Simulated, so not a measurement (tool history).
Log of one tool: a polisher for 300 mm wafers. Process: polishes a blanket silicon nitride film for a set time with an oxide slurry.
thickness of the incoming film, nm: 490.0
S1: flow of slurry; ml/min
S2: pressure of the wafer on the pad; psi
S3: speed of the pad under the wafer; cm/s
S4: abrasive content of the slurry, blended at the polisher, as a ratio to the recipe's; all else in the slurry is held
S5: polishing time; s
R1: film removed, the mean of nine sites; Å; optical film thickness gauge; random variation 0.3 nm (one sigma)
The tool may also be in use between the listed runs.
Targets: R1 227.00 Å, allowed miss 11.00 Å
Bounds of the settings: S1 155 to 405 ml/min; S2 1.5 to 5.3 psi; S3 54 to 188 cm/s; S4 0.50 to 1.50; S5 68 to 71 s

run	hour	S1	S2	S3	S4	S5	R1
1	0.0	260	3.4	120	1.00	68	413.83
2	0.6	260	3.4	120	0.85	68	378.87
3	2.6	260	3.4	106	0.85	68	348.89
4	3.7	230	3.4	106	0.85	68	347.01
5	4.7	230	3.2	106	0.85	68	319.74
6	7.1	230	3.0	106	0.85	68	301.52
7	13.6	230	2.9	106	0.85	68	294.28
8	14.3	230	2.8	106	0.85	68	281.20
9	19.9	230	2.7	106	0.85	68	274.84
10	27.2	230	2.6	106	0.85	68	265.99
11	33.1	230	2.5	106	0.85	68	257.53
12	38.0	230	2.4	106	0.85	68	241.51

Which of these 4 next moves meets every target?
A	42.9	240	2.1	104	0.95	68	?
B	42.9	250	2.3	112	0.90	68	?
C	42.9	230	2.6	90	0.70	68	?
D	42.9	265	1.8	134	0.65	69	?

move	R1
A	225.11
B	254.10
C	206.40
D	195.57
A: meets every target
B: further off than the last run
C: takes the result that was furthest off past its target
D: takes the result that was furthest off past its target
Answer: A
